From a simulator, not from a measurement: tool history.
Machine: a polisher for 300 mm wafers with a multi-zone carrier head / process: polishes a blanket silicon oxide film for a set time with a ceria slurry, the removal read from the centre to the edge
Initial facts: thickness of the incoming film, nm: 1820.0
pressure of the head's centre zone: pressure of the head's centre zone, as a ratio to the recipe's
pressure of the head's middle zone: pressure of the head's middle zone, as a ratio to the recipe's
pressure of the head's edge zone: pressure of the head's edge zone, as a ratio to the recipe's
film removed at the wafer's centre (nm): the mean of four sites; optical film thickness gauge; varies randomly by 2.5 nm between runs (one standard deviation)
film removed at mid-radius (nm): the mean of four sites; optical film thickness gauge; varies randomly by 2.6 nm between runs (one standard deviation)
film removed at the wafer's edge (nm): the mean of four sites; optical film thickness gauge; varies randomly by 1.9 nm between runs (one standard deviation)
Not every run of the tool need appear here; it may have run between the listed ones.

run	hour	flow of slurry (ml/min)	pressure of the head's centre zone	pressure of the head's middle zone	pressure of the head's edge zone	polishing time (s)	film removed at the wafer's centre (nm)	film removed at mid-radius (nm)	film removed at the wafer's edge (nm)
1	0.0	180	1.00	1.00	1.00	53	281.20	269.58	268.01
2	5.6	180	1.00	1.00	1.04	53	278.98	271.51	265.46
3	7.2	175	1.00	1.00	1.04	52	268.90	267.58	265.86
4	8.3	175	0.99	1.00	1.01	51	263.29	263.23	252.33
# hour 13.7: edge zone pressure recalibrated
5	13.7	175	0.99	1.00	1.01	38	194.44	194.64	199.99
6	18.2	175	0.99	1.07	1.01	38	197.53	207.01	197.88
7	24.8	190	1.01	1.07	1.04	39	209.07	215.11	206.86

The next listed run, before its measurement:
8	31.7	200	1.02	1.07	1.06	39	?	?	?

Run 8 yielded film removed at the wafer's centre (nm) 215.41, film removed at mid-radius (nm) 212.56, film removed at the wafer's edge (nm) 208.17.
